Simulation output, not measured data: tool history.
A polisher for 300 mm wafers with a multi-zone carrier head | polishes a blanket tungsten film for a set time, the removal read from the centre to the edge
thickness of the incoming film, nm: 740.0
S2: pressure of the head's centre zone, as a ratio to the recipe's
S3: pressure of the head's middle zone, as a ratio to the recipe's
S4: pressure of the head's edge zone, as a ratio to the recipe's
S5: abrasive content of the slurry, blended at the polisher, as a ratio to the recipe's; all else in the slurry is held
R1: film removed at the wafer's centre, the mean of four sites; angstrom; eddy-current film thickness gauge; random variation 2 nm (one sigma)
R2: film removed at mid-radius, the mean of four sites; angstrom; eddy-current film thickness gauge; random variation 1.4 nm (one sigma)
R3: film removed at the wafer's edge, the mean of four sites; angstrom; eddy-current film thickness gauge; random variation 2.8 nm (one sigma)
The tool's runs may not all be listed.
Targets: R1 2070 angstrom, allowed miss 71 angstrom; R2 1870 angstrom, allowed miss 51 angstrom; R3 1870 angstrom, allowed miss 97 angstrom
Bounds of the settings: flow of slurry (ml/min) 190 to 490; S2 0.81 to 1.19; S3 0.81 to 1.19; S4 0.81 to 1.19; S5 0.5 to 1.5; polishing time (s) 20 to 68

Run 1, hour 0: flow of slurry (ml/min) 315, S2 1, S3 1, S4 1, S5 1, polishing time (s) 44. Result: R1 3020.5 angstrom, R2 3064.2 angstrom, R3 2935.2 angstrom.
Run 2, hour 4.7: flow of slurry (ml/min) 315, S2 1, S3 1, S4 1, S5 0.9, polishing time (s) 44. Result: R1 2954.5 angstrom, R2 2937.5 angstrom, R3 2859.4 angstrom.
Run 3, hour 9.2: flow of slurry (ml/min) 315, S2 1, S3 0.98, S4 0.97, S5 0.8, polishing time (s) 41. Result: R1 2630.9 angstrom, R2 2590.9 angstrom, R3 2550.1 angstrom.
Run 4, hour 13.5: flow of slurry (ml/min) 315, S2 1, S3 1.06, S4 0.97, S5 0.8, polishing time (s) 41. Result: R1 2625.3 angstrom, R2 2726.1 angstrom, R3 2564.6 angstrom.
Run 5, hour 20.7: flow of slurry (ml/min) 275, S2 1, S3 1.06, S4 0.97, S5 0.8, polishing time (s) 41. Result: R1 2607.9 angstrom, R2 2719.2 angstrom, R3 2498.6 angstrom.
Run 6, hour 28.3: flow of slurry (ml/min) 265, S2 1, S3 1.02, S4 0.94, S5 0.75, polishing time (s) 40. Result: R1 2482.4 angstrom, R2 2492 angstrom, R3 2344.8 angstrom.
Run 7, hour 36.9: flow of slurry (ml/min) 255, S2 1, S3 0.99, S4 0.91, S5 0.7, polishing time (s) 39. Result: R1 2358.7 angstrom, R2 2360.5 angstrom, R3 2137.8 angstrom.
Run 8, hour 40.4: flow of slurry (ml/min) 255, S2 1, S3 0.95, S4 0.91, S5 0.65, polishing time (s) 38. Result: R1 2216.5 angstrom, R2 2139.3 angstrom, R3 2115.1 angstrom.
Run 9, hour 45: flow of slurry (ml/min) 245, S2 1, S3 0.93, S4 0.89, S5 0.65, polishing time (s) 38. Result: R1 2230.4 angstrom, R2 2116.8 angstrom, R3 2093.6 angstrom.
Run 10, hour 50.3: flow of slurry (ml/min) 240, S2 1, S3 0.92, S4 0.87, S5 0.6, polishing time (s) 38. Result: R1 2158.1 angstrom, R2 2040.7 angstrom, R3 2001.5 angstrom.
Run 11, hour 57.4: flow of slurry (ml/min) 235, S2 1, S3 0.91, S4 0.86, S5 0.6, polishing time (s) 38. Result: R1 2151.2 angstrom, R2 2029 angstrom, R3 1991.3 angstrom.
Run 12, hour 61.1: flow of slurry (ml/min) 230, S2 1, S3 0.9, S4 0.85, S5 0.6, polishing time (s) 38. Result: R1 2196 angstrom, R2 1997.6 angstrom, R3 1963.2 angstrom.
Run 13, hour 65: flow of slurry (ml/min) 225, S2 0.99, S3 0.89, S4 0.84, S5 0.6, polishing time (s) 38. Result: R1 2140.9 angstrom, R2 1967.9 angstrom, R3 1953 angstrom.
Run 14, hour 68.5: flow of slurry (ml/min) 220, S2 0.99, S3 0.88, S4 0.83, S5 0.6, polishing time (s) 38. Result: R1 2112.7 angstrom, R2 1975.8 angstrom, R3 1965.1 angstrom.
Run 15, hour 72.1: flow of slurry (ml/min) 230, S2 1.02, S3 0.87, S4 0.82, S5 0.5, polishing time (s) 37. Result: R1 1993.8 angstrom, R2 1777.4 angstrom, R3 1752.9 angstrom.
Run 16, hour 76.6: flow of slurry (ml/min) 230, S2 1.02, S3 0.88, S4 0.83, S5 0.5, polishing time (s) 37. Result: R1 1994.8 angstrom, R2 1762.9 angstrom, R3 1787.6 angstrom.
Run 17, hour 81.9: flow of slurry (ml/min) 230, S2 1.02, S3 0.89, S4 0.84, S5 0.5, polishing time (s) 37. Result: R1 1946.9 angstrom, R2 1786.6 angstrom, R3 1765.5 angstrom.
Run 18, hour 82.7: flow of slurry (ml/min) 265, S2 1.05, S3 0.89, S4 0.89, S5 0.65, polishing time (s) 37. Result: R1 2283.2 angstrom, R2 1990.6 angstrom, R3 1998.4 angstrom.
Run 19, hour 91: flow of slurry (ml/min) 265, S2 1.04, S3 0.89, S4 0.88, S5 0.65, polishing time (s) 37. Result: R1 2293.5 angstrom, R2 2008.7 angstrom, R3 2035.1 angstrom.
Run 20, hour 96.4: flow of slurry (ml/min) 260, S2 1.03, S3 0.89, S4 0.87, S5 0.65, polishing time (s) 37. Result: R1 2267.8 angstrom, R2 1964 angstrom, R3 2029.4 angstrom.

4 next moves are on the table. One of them brings every result within its allowed miss. Which?
Run A, hour 101.8: flow of slurry (ml/min) 190, S2 0.99, S3 0.93, S4 0.92, S5 0.55, polishing time (s) 40. Result: R1 ?, R2 ?, R3 ?.
Run B, hour 101.8: flow of slurry (ml/min) 305, S2 0.98, S3 0.94, S4 0.9, S5 0.6, polishing time (s) 34. Result: R1 ?, R2 ?, R3 ?.
Run C, hour 101.8: flow of slurry (ml/min) 200, S2 1.03, S3 0.91, S4 0.87, S5 0.7, polishing time (s) 34. Result: R1 ?, R2 ?, R3 ?.
Run D, hour 101.8: flow of slurry (ml/min) 190, S2 1.08, S3 1.07, S4 0.81, S5 0.5, polishing time (s) 38. Result: R1 ?, R2 ?, R3 ?.

move      R1      R2      R3
   A  2116.9  2026.9  2047.7
   B  1934.3  1876.4  1841.5
   C  2051.3  1855.9  1857.8
   D  2118.6  2063.5  1773.7
A: brings the result that was furthest off to its target, and leaves another outside
B: takes the result that was furthest off past its target
C: meets every target
D: brings the result that was furthest off to its target, and leaves another outside
Answer: C
